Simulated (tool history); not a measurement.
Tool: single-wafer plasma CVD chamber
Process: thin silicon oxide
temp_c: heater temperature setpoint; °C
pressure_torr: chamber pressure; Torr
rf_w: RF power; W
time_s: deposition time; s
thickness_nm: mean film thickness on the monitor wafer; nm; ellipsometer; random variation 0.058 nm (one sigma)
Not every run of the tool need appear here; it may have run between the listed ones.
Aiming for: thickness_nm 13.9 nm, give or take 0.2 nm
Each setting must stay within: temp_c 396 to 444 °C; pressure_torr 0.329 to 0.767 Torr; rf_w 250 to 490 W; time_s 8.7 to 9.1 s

run,day,temp_c,pressure_torr,rf_w,time_s,thickness_nm
1,0,420,0.548,370,9.1,11.386
2,0.242,420,0.574,370,9.1,11.95
3,0.567,420,0.614,370,9.1,12.784
4,0.833,420,0.626,370,9.1,12.909
5,1.196,420,0.626,325,9.1,11.853
6,1.379,420,0.651,325,9.1,12.394
7,1.683,420,0.669,325,9.1,12.718
8,2.029,420,0.684,325,9.1,13.024
9,2.367,420,0.695,325,9.1,13.163
10,2.688,420,0.705,325,9.1,13.359
11,2.717,420,0.712,325,9.1,13.569

Which one of the following 4 next-run settings gets every result inside its allowed miss? There is exactly one.
A,2.746,418,0.717,315,9.1,?
B,2.746,419,0.675,360,8.7,?
C,2.746,416,0.712,335,8.7,?
D,2.746,428,0.705,345,9.1,?

move,thickness_nm
A,13.307
B,13.056
C,13.174
D,13.804
A: misses by more than the last run did
B: misses by more than the last run did
C: misses by more than the last run did
D: each result inside its tolerance
The move that meets every target is D.
